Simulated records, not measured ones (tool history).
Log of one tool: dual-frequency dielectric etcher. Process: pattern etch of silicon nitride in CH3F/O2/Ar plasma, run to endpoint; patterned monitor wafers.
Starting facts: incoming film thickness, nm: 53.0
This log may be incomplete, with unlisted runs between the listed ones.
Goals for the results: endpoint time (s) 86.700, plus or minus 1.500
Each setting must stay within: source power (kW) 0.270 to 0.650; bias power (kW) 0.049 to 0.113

{"run": 1, "day": 0.0, "source power (kW)": 0.46, "bias power (kW)": 0.081, "endpoint time (s)": 73.884}
{"run": 2, "day": 0.162, "source power (kW)": 0.5, "bias power (kW)": 0.081, "endpoint time (s)": 70.905}
{"run": 3, "day": 0.521, "source power (kW)": 0.5, "bias power (kW)": 0.092, "endpoint time (s)": 67.964}
{"run": 4, "day": 0.558, "source power (kW)": 0.47, "bias power (kW)": 0.09, "endpoint time (s)": 70.259}
{"run": 5, "day": 0.812, "source power (kW)": 0.44, "bias power (kW)": 0.088, "endpoint time (s)": 72.038}
{"run": 6, "day": 1.121, "source power (kW)": 0.52, "bias power (kW)": 0.088, "endpoint time (s)": 69.1}
{"run": 7, "day": 1.325, "source power (kW)": 0.49, "bias power (kW)": 0.084, "endpoint time (s)": 70.751}
{"run": 8, "day": 1.408, "source power (kW)": 0.39, "bias power (kW)": 0.068, "endpoint time (s)": 80.894}
{"run": 9, "day": 1.717, "source power (kW)": 0.38, "bias power (kW)": 0.068, "endpoint time (s)": 81.142}
{"run": 10, "day": 2.058, "source power (kW)": 0.29, "bias power (kW)": 0.065, "endpoint time (s)": 88.503}

Which of these 5 next moves meets every target?
{"run": "A", "day": 2.4, "source power (kW)": 0.27, "bias power (kW)": 0.066, "endpoint time (s)": "?"}
{"run": "B", "day": 2.4, "source power (kW)": 0.28, "bias power (kW)": 0.062, "endpoint time (s)": "?"}
{"run": "C", "day": 2.4, "source power (kW)": 0.28, "bias power (kW)": 0.063, "endpoint time (s)": "?"}
{"run": "D", "day": 2.4, "source power (kW)": 0.27, "bias power (kW)": 0.062, "endpoint time (s)": "?"}
{"run": "E", "day": 2.4, "source power (kW)": 0.31, "bias power (kW)": 0.068, "endpoint time (s)": "?"}

move=A endpoint_time_(s)=89.886
move=B endpoint_time_(s)=90.835
move=C endpoint_time_(s)=90.384
move=D endpoint_time_(s)=91.668
move=E endpoint_time_(s)=85.967
A: lands further from the targets than the last run did
B: lands further from the targets than the last run did
C: lands further from the targets than the last run did
D: lands further from the targets than the last run did
E: each result inside its tolerance
E meets every target.

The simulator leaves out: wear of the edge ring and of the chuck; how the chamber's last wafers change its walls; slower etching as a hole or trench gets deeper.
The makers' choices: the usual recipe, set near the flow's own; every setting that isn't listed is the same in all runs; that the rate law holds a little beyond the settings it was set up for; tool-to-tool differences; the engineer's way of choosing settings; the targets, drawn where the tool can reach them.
